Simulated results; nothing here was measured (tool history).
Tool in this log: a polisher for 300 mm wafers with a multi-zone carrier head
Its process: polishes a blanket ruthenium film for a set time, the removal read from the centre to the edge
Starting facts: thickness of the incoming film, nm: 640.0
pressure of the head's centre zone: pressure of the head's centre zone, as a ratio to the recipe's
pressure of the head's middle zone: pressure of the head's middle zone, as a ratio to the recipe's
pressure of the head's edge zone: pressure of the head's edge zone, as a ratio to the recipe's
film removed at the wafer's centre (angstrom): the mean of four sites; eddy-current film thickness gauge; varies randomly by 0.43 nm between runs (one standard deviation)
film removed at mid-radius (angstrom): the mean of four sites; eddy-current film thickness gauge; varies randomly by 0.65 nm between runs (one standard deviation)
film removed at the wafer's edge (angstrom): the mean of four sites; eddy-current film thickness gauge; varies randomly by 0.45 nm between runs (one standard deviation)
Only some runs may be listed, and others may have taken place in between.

run	hour	flow of slurry (ml/min)	pressure of the head's centre zone	pressure of the head's middle zone	pressure of the head's edge zone	polishing time (s)	film removed at the wafer's centre (angstrom)	film removed at mid-radius (angstrom)	film removed at the wafer's edge (angstrom)
1	0.0	140	1.00	1.00	1.00	71	523.80	512.43	533.77
2	2.5	155	0.99	1.04	1.04	73	542.22	565.97	579.83
3	6.3	170	0.99	1.07	1.06	73	556.33	590.32	586.50
4	13.1	170	0.99	1.14	1.06	73	561.83	620.02	579.45
5	16.7	170	0.99	1.18	1.06	73	559.81	642.86	578.36
6	24.2	170	0.99	1.10	1.06	73	560.20	599.26	588.95

Estimate the outcome of run 7 from the log above:
7	30.2	180	0.98	1.12	1.08	74	?	?	?

For run 7 the tool returned film removed at the wafer's centre (angstrom) 570.60, film removed at mid-radius (angstrom) 616.91, film removed at the wafer's edge (angstrom) 592.11.
